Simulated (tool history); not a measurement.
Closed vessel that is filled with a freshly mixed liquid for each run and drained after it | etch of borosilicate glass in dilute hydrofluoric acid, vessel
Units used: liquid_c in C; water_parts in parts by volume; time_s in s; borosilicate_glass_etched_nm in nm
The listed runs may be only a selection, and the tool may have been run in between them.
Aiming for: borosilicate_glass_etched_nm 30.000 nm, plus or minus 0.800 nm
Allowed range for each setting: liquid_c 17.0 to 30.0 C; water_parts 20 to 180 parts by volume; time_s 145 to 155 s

| run | hour | liquid_c | water_parts | time_s | borosilicate_glass_etched_nm |
|---|---|---|---|---|---|
| 1 | 0.0 | 22.0 | 100 | 145 | 37.874 |
| 2 | 5.6 | 22.0 | 85 | 145 | 45.408 |
| 3 | 7.2 | 21.0 | 90 | 145 | 40.451 |
| 4 | 9.1 | 23.0 | 90 | 145 | 43.810 |
| 5 | 17.5 | 21.5 | 95 | 145 | 39.309 |
| 6 | 18.6 | 23.5 | 95 | 145 | 42.173 |
| 7 | 23.6 | 22.0 | 100 | 145 | 37.892 |
| 8 | 32.4 | 21.0 | 100 | 145 | 36.699 |
| 9 | 33.9 | 17.0 | 105 | 145 | 28.876 |

4 candidate next runs follow, results not yet known. Just one meets every target within its allowed miss. Identify it.
| A | 35.4 | 20.5 | 120 | 150 | ? |
| B | 35.4 | 19.5 | 110 | 150 | ? |
| C | 35.4 | 19.0 | 110 | 155 | ? |
| D | 35.4 | 18.5 | 100 | 145 | ? |

| move | borosilicate_glass_etched_nm |
|---|---|
| A | 30.169 |
| B | 31.947 |
| C | 32.340 |
| D | 32.950 |
A: every result lands within tolerance
B: the result that was furthest off in the last run now lies on the other side of its target
C: the result that was furthest off in the last run now lies on the other side of its target
D: the result that was furthest off in the last run now lies on the other side of its target
Go with A: it meets all targets.
